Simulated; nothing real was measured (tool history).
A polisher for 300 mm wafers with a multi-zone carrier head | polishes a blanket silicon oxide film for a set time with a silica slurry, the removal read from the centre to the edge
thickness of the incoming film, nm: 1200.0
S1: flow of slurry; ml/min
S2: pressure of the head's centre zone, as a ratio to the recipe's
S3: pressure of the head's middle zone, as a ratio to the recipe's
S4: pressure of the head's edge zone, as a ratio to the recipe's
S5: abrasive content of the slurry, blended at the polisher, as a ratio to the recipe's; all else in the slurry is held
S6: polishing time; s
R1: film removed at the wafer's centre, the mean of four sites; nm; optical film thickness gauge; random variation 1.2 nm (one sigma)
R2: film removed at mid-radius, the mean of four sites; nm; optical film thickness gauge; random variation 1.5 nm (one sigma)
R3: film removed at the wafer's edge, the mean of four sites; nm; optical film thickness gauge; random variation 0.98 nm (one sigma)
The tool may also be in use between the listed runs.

run  hour   S1    S2    S3    S4    S5  S6      R1      R2      R3
  1   0.0  210  1.00  1.00  1.00  1.00  39  107.20  109.21  106.97
  2   3.4  220  0.99  1.03  1.01  1.00  39  108.89  112.67  106.83
  3   4.1  220  0.99  1.03  1.08  1.00  39  103.86  112.80  111.14
  4  10.9  220  0.99  1.03  1.08  1.15  39  113.40  118.62  118.06
  5  15.1  220  0.99  1.03  1.08  1.15  49  141.95  151.31  147.79
  6  23.6  220  0.99  1.03  1.08  1.20  49  142.55  147.58  151.57

Forecast run 7:
  7  29.8  215  0.97  1.04  1.06  1.15  49   ?   ?   ?

{"run 7": {"R1": 135.72, "R2": 150.53, "R3": 145.59}}

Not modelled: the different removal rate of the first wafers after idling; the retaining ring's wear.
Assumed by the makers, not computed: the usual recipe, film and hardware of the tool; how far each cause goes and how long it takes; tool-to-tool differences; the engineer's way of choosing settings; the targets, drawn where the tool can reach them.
